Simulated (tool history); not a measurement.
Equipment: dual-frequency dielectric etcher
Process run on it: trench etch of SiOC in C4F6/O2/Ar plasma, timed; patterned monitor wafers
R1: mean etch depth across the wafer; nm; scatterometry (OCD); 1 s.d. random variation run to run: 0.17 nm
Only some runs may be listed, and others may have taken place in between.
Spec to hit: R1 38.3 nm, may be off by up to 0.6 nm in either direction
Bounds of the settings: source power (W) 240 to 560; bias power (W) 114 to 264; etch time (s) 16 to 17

Run 1, hour 0: source power (W) 400, bias power (W) 189, etch time (s) 16. Result: R1 34.129 nm.
Run 2, hour 7.9: source power (W) 330, bias power (W) 189, etch time (s) 16. Result: R1 31.019 nm.
Run 3, hour 12.8: source power (W) 350, bias power (W) 190, etch time (s) 16. Result: R1 31.928 nm.
Run 4, hour 14: source power (W) 350, bias power (W) 190, etch time (s) 16. Result: R1 32.227 nm.
Run 5, hour 19.8: source power (W) 390, bias power (W) 190, etch time (s) 16. Result: R1 33.683 nm.
Run 6, hour 27.2: source power (W) 390, bias power (W) 211, etch time (s) 16. Result: R1 34.88 nm.
Run 7, hour 30.5: source power (W) 400, bias power (W) 211, etch time (s) 16. Result: R1 35.213 nm.
Run 8, hour 38.3: source power (W) 410, bias power (W) 211, etch time (s) 16. Result: R1 35.384 nm.
Run 9, hour 39.4: source power (W) 420, bias power (W) 211, etch time (s) 16. Result: R1 36.021 nm.
Run 10, hour 43.2: source power (W) 430, bias power (W) 211, etch time (s) 16. Result: R1 36.641 nm.
Run 11, hour 46.9: source power (W) 450, bias power (W) 212, etch time (s) 16. Result: R1 37.409 nm.

Which one of the following 4 next-run settings gets every result inside its allowed miss? There is exactly one.
Run A, hour 50.6: source power (W) 490, bias power (W) 214, etch time (s) 16.5. Result: R1 ?.
Run B, hour 50.6: source power (W) 490, bias power (W) 186, etch time (s) 16.5. Result: R1 ?.
Run C, hour 50.6: source power (W) 430, bias power (W) 193, etch time (s) 16.5. Result: R1 ?.
Run D, hour 50.6: source power (W) 430, bias power (W) 239, etch time (s) 16.5. Result: R1 ?.

move      R1
   A   40.29
   B   38.59
   C  36.732
   D  39.302
A: takes the biggest miss from the last run beyond its target
B: all results land within tolerance of their targets
C: further off than the last run
D: takes the biggest miss from the last run beyond its target
Go with B: it meets all targets.
